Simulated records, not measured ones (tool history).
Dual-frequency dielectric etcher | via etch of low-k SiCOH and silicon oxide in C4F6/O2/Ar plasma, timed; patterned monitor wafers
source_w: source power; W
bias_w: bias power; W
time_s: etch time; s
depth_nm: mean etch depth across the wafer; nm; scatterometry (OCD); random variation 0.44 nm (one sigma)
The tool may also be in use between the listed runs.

| run | hour | source_w | bias_w | time_s | depth_nm |
|---|---|---|---|---|---|
| 1 | 0 | 370 | 198 | 36.5 | 98.064 |
| 2 | 3.7 | 370 | 198 | 36.5 | 99.043 |
| 3 | 9.6 | 340 | 192 | 36.5 | 93.924 |
| 4 | 15.6 | 340 | 192 | 36.5 | 94.428 |
| 5 | 21.6 | 340 | 166 | 36.5 | 92.144 |
| 6 | 26.7 | 390 | 166 | 36.5 | 98.504 |

The next listed run, before its measurement:
| 7 | 27.6 | 320 | 155 | 36.5 | ? |

depth_nm: 86.959 nm
